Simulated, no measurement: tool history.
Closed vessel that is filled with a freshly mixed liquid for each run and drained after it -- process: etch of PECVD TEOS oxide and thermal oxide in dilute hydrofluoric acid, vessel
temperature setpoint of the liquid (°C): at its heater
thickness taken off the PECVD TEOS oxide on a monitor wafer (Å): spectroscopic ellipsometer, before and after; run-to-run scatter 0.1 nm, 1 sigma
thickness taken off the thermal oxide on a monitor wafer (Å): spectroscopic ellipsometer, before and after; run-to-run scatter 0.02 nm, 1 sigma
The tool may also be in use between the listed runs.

run	day	temperature setpoint of the liquid (°C)	parts of water to one part of 49 % hydrofluoric acid (parts by volume)	time in the liquid (s)	thickness taken off the PECVD TEOS oxide on a monitor wafer (Å)	thickness taken off the thermal oxide on a monitor wafer (Å)
1	0.000	25.0	295	260	154.24	35.440
2	0.088	25.0	295	165	97.56	22.399
3	0.238	26.0	295	165	101.29	23.266
4	0.454	27.0	295	165	104.32	24.043
5	0.596	25.5	295	165	100.26	22.799
6	0.662	26.5	295	165	102.65	23.541
7	1.033	27.5	295	165	104.54	24.325
8	1.367	28.0	290	165	111.07	25.274
9	1.458	28.5	290	165	112.48	25.637

What will run 10 give?
10	1.621	29.0	290	165	?	?

thickness taken off the PECVD TEOS oxide on a monitor wafer (Å): 113.32
thickness taken off the thermal oxide on a monitor wafer (Å): 26.062
